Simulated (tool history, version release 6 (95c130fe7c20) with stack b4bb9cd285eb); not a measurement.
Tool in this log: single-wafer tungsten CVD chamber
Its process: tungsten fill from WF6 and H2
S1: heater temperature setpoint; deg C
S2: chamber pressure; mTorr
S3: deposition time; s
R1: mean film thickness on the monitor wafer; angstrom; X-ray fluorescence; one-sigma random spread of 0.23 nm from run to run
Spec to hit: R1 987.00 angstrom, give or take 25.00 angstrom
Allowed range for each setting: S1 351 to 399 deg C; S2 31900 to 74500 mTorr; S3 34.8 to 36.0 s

run,day,S1,S2,S3,R1
1,0.000,375,53200,34.8,794.07
2,0.300,377,53300,34.8,825.90
3,0.525,377,59500,34.8,864.45
4,0.875,378,59600,34.8,884.18
5,0.925,379,59700,34.8,899.88
6,1.075,373,59700,34.8,806.99
7,1.208,375,59800,34.8,834.91
# day 1.317: capacitance manometer re-zeroed and calibrated
8,1.317,385,60500,34.8,1037.10
9,1.362,384,60400,34.8,1017.70

Which single option among these 4 for the next run brings every result within its allowed miss of target? Just one does.
A,1.408,380,57500,35.1,?
B,1.408,382,59300,35.4,?
C,1.408,385,62300,34.8,?
D,1.408,380,74500,35.3,?

move,R1
A,939.11
B,995.23
C,1054.50
D,1058.70
A: carries the result that was furthest off beyond its target, to the other side
B: all results in spec
C: further off than the last run
D: further off than the last run
B meets every target.
